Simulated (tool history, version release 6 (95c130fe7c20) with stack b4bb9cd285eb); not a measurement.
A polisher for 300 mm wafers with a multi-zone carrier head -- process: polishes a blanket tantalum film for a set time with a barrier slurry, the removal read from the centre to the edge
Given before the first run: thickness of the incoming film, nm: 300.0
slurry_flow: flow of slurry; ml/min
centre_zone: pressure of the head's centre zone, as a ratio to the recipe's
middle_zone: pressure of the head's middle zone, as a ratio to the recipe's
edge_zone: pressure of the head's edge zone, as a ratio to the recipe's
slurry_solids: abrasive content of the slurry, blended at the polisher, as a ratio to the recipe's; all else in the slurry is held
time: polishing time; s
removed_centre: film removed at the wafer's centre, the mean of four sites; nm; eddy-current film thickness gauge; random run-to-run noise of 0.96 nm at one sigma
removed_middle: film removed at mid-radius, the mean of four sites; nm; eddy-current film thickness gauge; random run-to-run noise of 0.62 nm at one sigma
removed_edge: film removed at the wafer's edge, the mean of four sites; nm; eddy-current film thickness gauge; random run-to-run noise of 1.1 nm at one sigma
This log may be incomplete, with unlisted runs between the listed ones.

run    day  slurry_flow  centre_zone  middle_zone  edge_zone  slurry_solids  time  removed_centre  removed_middle  removed_edge
  1      0          320            1            1          1              1    45          69.819          71.254        70.572
  2  0.088          320         0.93            1          1              1    45          66.159          72.551        70.506
  3  0.312          285         0.93            1          1              1    45          63.662          71.617        68.714
  4  0.492          335         0.99         1.01       1.04           1.05    45          70.094          73.013        71.385
  5  0.638          345         1.01         0.98       1.06            1.2    46          75.762          74.428        76.936
  6  1.008          295         1.01         0.98       1.06            1.2    46          74.741          74.452        74.675
  7  1.058          295         1.01         0.98       1.06            1.2    46           73.38          73.577        74.509
  8  1.262          335         1.03         0.98       1.08            1.3    46          76.625          75.405        78.474

Run 9 has not been measured yet. What should we expect?
  9  1.542          355         1.07         0.98       1.09           1.35    46               ?               ?             ?

removed_centre: 78.998 nm
removed_middle: 75.948 nm
removed_edge: 79.357 nm

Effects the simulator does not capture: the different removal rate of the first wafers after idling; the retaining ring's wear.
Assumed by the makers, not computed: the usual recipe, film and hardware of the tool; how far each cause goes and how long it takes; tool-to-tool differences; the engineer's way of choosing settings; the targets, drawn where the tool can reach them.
